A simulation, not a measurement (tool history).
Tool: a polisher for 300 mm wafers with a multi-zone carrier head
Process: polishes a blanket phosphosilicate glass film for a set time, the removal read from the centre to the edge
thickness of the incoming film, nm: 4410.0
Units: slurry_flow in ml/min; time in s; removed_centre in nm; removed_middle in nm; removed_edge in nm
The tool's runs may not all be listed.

run	hour	slurry_flow	centre_zone	middle_zone	edge_zone	slurry_solids	time	removed_centre	removed_middle	removed_edge
1	0.0	255	1.00	1.00	1.00	1.00	72	767.41	789.30	794.93
2	2.6	255	1.00	1.00	1.00	1.00	62	661.30	683.31	690.76
3	7.8	250	0.96	0.99	0.98	0.85	61	577.28	593.92	610.12
4	12.5	250	0.96	0.99	0.98	0.75	61	534.00	557.04	567.61
5	13.2	300	0.96	0.99	0.98	0.75	61	542.76	584.52	573.88
6	18.3	300	0.96	0.99	0.98	0.75	72	648.37	681.87	687.23
7	21.2	300	0.92	0.99	0.98	0.70	69	564.19	613.23	637.60
8	24.9	300	0.89	1.00	0.95	0.65	67	508.81	577.60	573.59
9	29.6	300	0.89	1.00	0.95	0.65	67	502.55	581.87	562.20
10	32.0	290	0.87	0.99	0.94	0.60	67	466.96	539.76	527.63
11	38.0	270	0.85	0.99	0.94	0.60	67	450.46	537.64	528.75
12	42.3	260	0.84	0.98	0.93	0.60	67	441.61	525.10	524.59
13	46.9	250	0.83	0.97	0.92	0.60	67	436.11	515.90	521.58
14	48.2	245	0.82	0.97	0.91	0.60	67	432.60	510.29	518.12

What will run 15 give?
15	51.1	240	0.82	0.97	0.91	0.60	67	?	?	?

Run 15 yielded removed_centre 425.76 nm, removed_middle 516.12 nm, removed_edge 523.73 nm.
